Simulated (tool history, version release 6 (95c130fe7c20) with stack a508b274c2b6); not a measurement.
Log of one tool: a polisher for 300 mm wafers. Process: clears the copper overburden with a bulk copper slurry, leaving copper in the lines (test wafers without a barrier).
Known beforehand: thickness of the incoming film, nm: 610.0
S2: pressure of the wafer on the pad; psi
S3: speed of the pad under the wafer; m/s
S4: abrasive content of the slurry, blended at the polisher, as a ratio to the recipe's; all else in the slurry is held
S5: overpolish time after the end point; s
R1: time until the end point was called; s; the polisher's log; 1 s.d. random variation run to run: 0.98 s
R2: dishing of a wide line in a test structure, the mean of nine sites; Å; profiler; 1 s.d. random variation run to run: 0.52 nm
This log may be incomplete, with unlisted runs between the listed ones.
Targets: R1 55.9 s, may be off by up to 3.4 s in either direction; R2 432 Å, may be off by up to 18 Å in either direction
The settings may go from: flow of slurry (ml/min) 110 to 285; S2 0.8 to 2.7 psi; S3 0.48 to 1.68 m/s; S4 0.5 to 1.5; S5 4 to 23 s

{"run": 1, "day": 0.0, "flow of slurry (ml/min)": 180, "S2": 1.7, "S3": 1.08, "S4": 1, "S5": 12, "R1": 89.91, "R2": 454.95}
{"run": 2, "day": 0.275, "flow of slurry (ml/min)": 180, "S2": 1.7, "S3": 1.08, "S4": 1.1, "S5": 12, "R1": 91.737, "R2": 457.65}
{"run": 3, "day": 0.546, "flow of slurry (ml/min)": 180, "S2": 1.7, "S3": 0.98, "S4": 1.1, "S5": 12, "R1": 98.553, "R2": 411.32}
{"run": 4, "day": 0.833, "flow of slurry (ml/min)": 180, "S2": 1.7, "S3": 1.2, "S4": 1.1, "S5": 12, "R1": 78.192, "R2": 481.97}
{"run": 5, "day": 1.129, "flow of slurry (ml/min)": 185, "S2": 1.7, "S3": 1.22, "S4": 1.1, "S5": 11, "R1": 77.833, "R2": 457.96}
{"run": 6, "day": 1.204, "flow of slurry (ml/min)": 185, "S2": 1.7, "S3": 1.22, "S4": 1.1, "S5": 10, "R1": 76.567, "R2": 437.9}
{"run": 7, "day": 1.296, "flow of slurry (ml/min)": 195, "S2": 1.9, "S3": 1.26, "S4": 1.1, "S5": 8, "R1": 69.381, "R2": 416.33}
{"run": 8, "day": 1.45, "flow of slurry (ml/min)": 195, "S2": 2.1, "S3": 1.3, "S4": 1.1, "S5": 7, "R1": 60.654, "R2": 403.69}

Which single option among these 5 for the next run brings every result within its allowed miss of target? Just one does.
{"run": "A", "day": 1.604, "flow of slurry (ml/min)": 225, "S2": 2.1, "S3": 1.36, "S4": 1.15, "S5": 7, "R1": "?", "R2": "?"}
{"run": "B", "day": 1.604, "flow of slurry (ml/min)": 180, "S2": 2.5, "S3": 1, "S4": 1.1, "S5": 8, "R1": "?", "R2": "?"}
{"run": "C", "day": 1.604, "flow of slurry (ml/min)": 205, "S2": 2.2, "S3": 1.24, "S4": 1.05, "S5": 7, "R1": "?", "R2": "?"}
{"run": "D", "day": 1.604, "flow of slurry (ml/min)": 195, "S2": 1.9, "S3": 1.14, "S4": 1.1, "S5": 8, "R1": "?", "R2": "?"}
{"run": "E", "day": 1.604, "flow of slurry (ml/min)": 190, "S2": 1.9, "S3": 1.2, "S4": 1.15, "S5": 8, "R1": "?", "R2": "?"}

move=A R1=56.396 R2=424.57
move=B R1=68.283 R2=411.06
move=C R1=61.481 R2=398.18
move=D R1=74.832 R2=374.74
move=E R1=70.586 R2=392.45
A: meets every target
B: its largest miss is bigger than the last run's
C: its largest miss is bigger than the last run's
D: its largest miss is bigger than the last run's
E: its largest miss is bigger than the last run's
Go with A: it meets all targets.

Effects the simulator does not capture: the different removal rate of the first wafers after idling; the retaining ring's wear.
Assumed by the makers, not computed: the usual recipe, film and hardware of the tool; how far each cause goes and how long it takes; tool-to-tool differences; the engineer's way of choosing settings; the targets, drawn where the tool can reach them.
